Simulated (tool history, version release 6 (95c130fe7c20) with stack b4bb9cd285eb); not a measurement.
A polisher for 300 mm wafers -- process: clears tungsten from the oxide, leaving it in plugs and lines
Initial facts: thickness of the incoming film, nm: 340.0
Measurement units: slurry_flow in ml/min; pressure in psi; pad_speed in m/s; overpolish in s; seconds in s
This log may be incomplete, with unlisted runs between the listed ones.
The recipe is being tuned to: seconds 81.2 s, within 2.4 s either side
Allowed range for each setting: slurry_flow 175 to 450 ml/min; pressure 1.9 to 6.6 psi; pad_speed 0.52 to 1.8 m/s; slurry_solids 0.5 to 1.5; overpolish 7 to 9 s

run,hour,slurry_flow,pressure,pad_speed,slurry_solids,overpolish,seconds
1,0,290,4.2,1.16,1,9,66.689
2,3.6,290,5.2,1.16,1,9,55.816
3,5.5,290,5.7,1.16,1,9,53.007
4,7.7,290,5.4,1.16,1,9,54.34
5,11.8,290,5.4,1.16,1,7,54.995
6,16,290,5.1,1.16,1,7,57.369
7,17.1,290,4.8,1.16,1,7,60.649
8,21,285,3.6,1.14,1,7,76.296

4 candidate next runs follow, results not yet known. Just one meets every target within its allowed miss. Identify it.
A,24.9,285,3.5,1.2,0.9,7,?
B,24.9,290,2.7,1.18,1,7,?
C,24.9,310,4.2,1.12,0.9,7,?
D,24.9,270,4.9,0.84,1,9,?

move,seconds
A,74.663
B,88.742
C,69.637
D,81.34
A: its largest miss is bigger than the last run's
B: pushes the last run's worst result past its target
C: its largest miss is bigger than the last run's
D: all results in spec
The move that meets every target is D.
